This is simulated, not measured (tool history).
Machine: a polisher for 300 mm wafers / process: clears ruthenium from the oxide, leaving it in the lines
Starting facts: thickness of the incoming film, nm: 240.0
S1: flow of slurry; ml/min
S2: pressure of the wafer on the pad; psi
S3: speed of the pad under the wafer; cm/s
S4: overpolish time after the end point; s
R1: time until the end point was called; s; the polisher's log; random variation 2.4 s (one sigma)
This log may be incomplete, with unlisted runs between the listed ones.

run 1 hour=0.0 | S1=265 S2=2.3 S3=124 S4=10 | R1=191.44
run 2 hour=4.4 | S1=320 S2=2.3 S3=124 S4=10 | R1=183.09
run 3 hour=6.9 | S1=320 S2=2.3 S3=102 S4=10 | R1=205.66
run 4 hour=11.9 | S1=320 S2=2.4 S3=102 S4=10 | R1=200.46
run 5 hour=12.7 | S1=265 S2=2.4 S3=102 S4=10 | R1=208.76
run 6 hour=19.9 | S1=205 S2=2.4 S3=102 S4=10 | R1=209.19
run 7 hour=25.8 | S1=205 S2=2.5 S3=102 S4=10 | R1=203.34

Run 8 comes next. What will it give?
run 8 hour=26.3 | S1=205 S2=2.6 S3=102 S4=10 | R1=?

Run 8 measured R1 197.78 s.
